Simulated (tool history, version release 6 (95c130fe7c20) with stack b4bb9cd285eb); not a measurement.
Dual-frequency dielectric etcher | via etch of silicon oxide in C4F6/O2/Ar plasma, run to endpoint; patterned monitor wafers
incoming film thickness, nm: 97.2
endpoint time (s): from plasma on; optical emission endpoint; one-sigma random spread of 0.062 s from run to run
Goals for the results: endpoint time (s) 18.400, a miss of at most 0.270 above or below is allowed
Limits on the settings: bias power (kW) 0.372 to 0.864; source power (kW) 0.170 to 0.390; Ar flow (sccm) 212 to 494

run,hour,bias power (kW),source power (kW),Ar flow (sccm),endpoint time (s)
1,0.0,0.618,0.280,353,23.479
2,1.8,0.577,0.280,353,24.161
3,5.0,0.613,0.290,351,23.250
4,12.4,0.613,0.290,409,23.820
5,20.5,0.613,0.290,465,24.201
6,27.7,0.542,0.290,465,25.588
7,32.1,0.583,0.300,462,24.422
8,34.3,0.706,0.360,443,20.740
9,42.3,0.829,0.380,437,18.879

Next run, 4 choices. One meets every target within its allowed miss, the rest don't. Which?
A,50.3,0.810,0.370,455,?
B,50.3,0.793,0.370,436,?
C,50.3,0.812,0.380,474,?
D,50.3,0.833,0.390,409,?

move,endpoint time (s)
A,19.403
B,19.457
C,19.184
D,18.478
A: further off than the last run
B: further off than the last run
C: further off than the last run
D: hits every target within its allowed miss
The right move is D.
